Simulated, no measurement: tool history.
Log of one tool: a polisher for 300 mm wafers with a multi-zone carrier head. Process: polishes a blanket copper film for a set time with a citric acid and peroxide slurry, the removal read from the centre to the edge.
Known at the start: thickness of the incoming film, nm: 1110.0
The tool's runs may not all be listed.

run,hour,flow of slurry (ml/min),pressure of the head's centre zone,pressure of the head's middle zone,pressure of the head's edge zone,abrasive content of the slurry,polishing time (s),film removed at the wafer's centre (Å),film removed at mid-radius (Å),film removed at the wafer's edge (Å)
1,0.0,205,1.00,1.00,1.00,1.0,60,1149.10,1137.9,1146.1
2,3.9,205,0.99,0.99,1.03,1.1,62,1226.60,1171.3,1258.1
3,11.9,230,0.99,0.99,1.03,1.1,62,1215.70,1206.1,1255.0
4,14.4,230,0.99,0.99,1.03,1.3,62,1253.90,1222.0,1262.8
5,17.8,230,0.96,0.99,1.03,1.3,62,1208.90,1214.5,1240.4
6,21.5,230,0.96,0.99,1.03,1.3,51,988.69,1016.7,1056.3
7,28.8,225,0.95,0.99,1.06,1.3,55,1060.60,1085.4,1128.8

Forecast run 8:
8,34.0,255,0.85,0.89,1.16,1.5,72,?,?,?

Run 8 gave film removed at the wafer's centre (Å) 1287.10, film removed at mid-radius (Å) 1375.8, film removed at the wafer's edge (Å) 1624.5.
